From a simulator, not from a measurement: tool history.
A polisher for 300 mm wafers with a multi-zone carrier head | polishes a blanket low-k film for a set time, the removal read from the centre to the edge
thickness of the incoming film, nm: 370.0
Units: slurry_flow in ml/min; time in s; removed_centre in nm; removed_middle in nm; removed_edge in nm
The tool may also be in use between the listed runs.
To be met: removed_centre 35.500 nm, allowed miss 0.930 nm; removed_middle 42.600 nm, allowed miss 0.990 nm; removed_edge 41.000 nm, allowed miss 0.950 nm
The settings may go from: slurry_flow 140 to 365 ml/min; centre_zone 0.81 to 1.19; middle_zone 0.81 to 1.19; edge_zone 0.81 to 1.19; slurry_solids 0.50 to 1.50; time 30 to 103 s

run	hour	slurry_flow	centre_zone	middle_zone	edge_zone	slurry_solids	time	removed_centre	removed_middle	removed_edge
1	0.0	235	1.00	1.00	1.00	1.00	66	28.361	28.682	29.521
2	2.3	235	1.00	1.00	0.94	1.00	66	28.741	28.768	28.471
3	7.1	235	1.00	1.00	0.87	1.00	66	28.926	28.558	27.629
4	14.4	235	1.00	0.95	0.87	1.00	66	28.408	27.447	27.683
5	18.6	235	1.00	0.95	0.91	1.00	66	28.900	27.453	27.899
6	20.6	245	1.00	1.00	0.96	1.10	66	30.546	30.828	30.622
7	27.3	255	0.99	1.03	1.01	1.15	66	31.657	32.440	32.253
8	30.4	260	0.97	1.06	1.05	1.20	66	31.427	33.882	33.663
9	33.6	270	0.96	1.08	1.08	1.25	66	31.628	35.867	34.696
10	40.2	270	0.96	1.09	1.10	1.30	66	32.587	36.320	36.051
11	48.6	280	0.96	1.11	1.12	1.35	66	33.223	37.834	37.026

Which of these 4 next moves meets every target?
A	57.0	250	0.96	1.12	1.19	1.50	69	?	?	?
B	57.0	275	0.84	1.19	0.98	1.40	73	?	?	?
C	57.0	260	0.88	1.05	0.99	1.45	76	?	?	?
D	57.0	265	0.88	1.19	1.00	1.30	77	?	?	?

move	removed_centre	removed_middle	removed_edge
A	35.985	41.265	41.030
B	32.738	45.222	38.569
C	35.971	42.644	40.841
D	34.811	45.891	39.569
A: nearer than the last run, and not there yet
B: takes the result that was furthest off past its target
C: meets every target
D: takes the result that was furthest off past its target
Answer: C
